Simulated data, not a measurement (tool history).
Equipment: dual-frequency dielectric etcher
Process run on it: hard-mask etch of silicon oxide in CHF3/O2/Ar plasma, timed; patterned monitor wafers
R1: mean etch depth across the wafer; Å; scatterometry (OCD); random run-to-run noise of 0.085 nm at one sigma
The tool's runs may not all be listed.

Run 1, hour 0: source power (kW) 0.57, bias power (kW) 0.171, etch time (s) 17.5. Result: R1 348 Å.
Run 2, hour 8.7: source power (kW) 0.57, bias power (kW) 0.196, etch time (s) 17.5. Result: R1 367.96 Å.
Run 3, hour 13.4: source power (kW) 0.57, bias power (kW) 0.217, etch time (s) 17.5. Result: R1 384.24 Å.
Run 4, hour 15: source power (kW) 0.52, bias power (kW) 0.211, etch time (s) 17.5. Result: R1 360.86 Å.
Run 5, hour 19.1: source power (kW) 0.49, bias power (kW) 0.21, etch time (s) 17.5. Result: R1 349.75 Å.
Run 6, hour 19.6: source power (kW) 0.47, bias power (kW) 0.209, etch time (s) 17.5. Result: R1 340.46 Å.
Run 7, hour 28.3: source power (kW) 0.46, bias power (kW) 0.208, etch time (s) 17.5. Result: R1 335.71 Å.
Run 8, hour 28.9: source power (kW) 0.46, bias power (kW) 0.208, etch time (s) 17.5. Result: R1 336.97 Å.

Expected results for the next run?
Run 9, hour 29.8: source power (kW) 0.45, bias power (kW) 0.208, etch time (s) 17.5. Result: R1 ?.

{"run 9": {"R1": 331.42}}

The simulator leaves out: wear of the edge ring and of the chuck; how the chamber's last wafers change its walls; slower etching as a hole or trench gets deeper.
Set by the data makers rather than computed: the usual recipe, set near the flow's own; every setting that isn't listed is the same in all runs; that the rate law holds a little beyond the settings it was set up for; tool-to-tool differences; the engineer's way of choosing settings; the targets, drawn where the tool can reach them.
